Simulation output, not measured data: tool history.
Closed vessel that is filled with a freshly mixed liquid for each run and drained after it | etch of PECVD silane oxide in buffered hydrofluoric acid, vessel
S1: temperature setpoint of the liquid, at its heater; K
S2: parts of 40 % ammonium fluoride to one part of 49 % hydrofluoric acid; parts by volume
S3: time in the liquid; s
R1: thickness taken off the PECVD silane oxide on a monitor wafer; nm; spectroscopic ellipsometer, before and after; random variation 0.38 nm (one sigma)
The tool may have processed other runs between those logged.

Run 1, day 0: S1 296.15 K, S2 23.5 parts by volume, S3 150 s. Result: R1 101.39 nm.
Run 2, day 0.358: S1 297.15 K, S2 23.5 parts by volume, S3 150 s. Result: R1 106.71 nm.
Run 3, day 0.558: S1 297.15 K, S2 23.5 parts by volume, S3 160 s. Result: R1 114.37 nm.
Run 4, day 0.904: S1 297.65 K, S2 23.5 parts by volume, S3 160 s. Result: R1 117.56 nm.
Run 5, day 1.279: S1 297.65 K, S2 16.5 parts by volume, S3 160 s. Result: R1 157.43 nm.
Run 6, day 1.662: S1 296.15 K, S2 16.5 parts by volume, S3 160 s. Result: R1 146.39 nm.

Estimate the outcome of run 7 from the log above:
Run 7, day 1.717: S1 295.15 K, S2 16.5 parts by volume, S3 160 s. Result: R1 ?.

Logged for run 7: R1 138.52 nm.
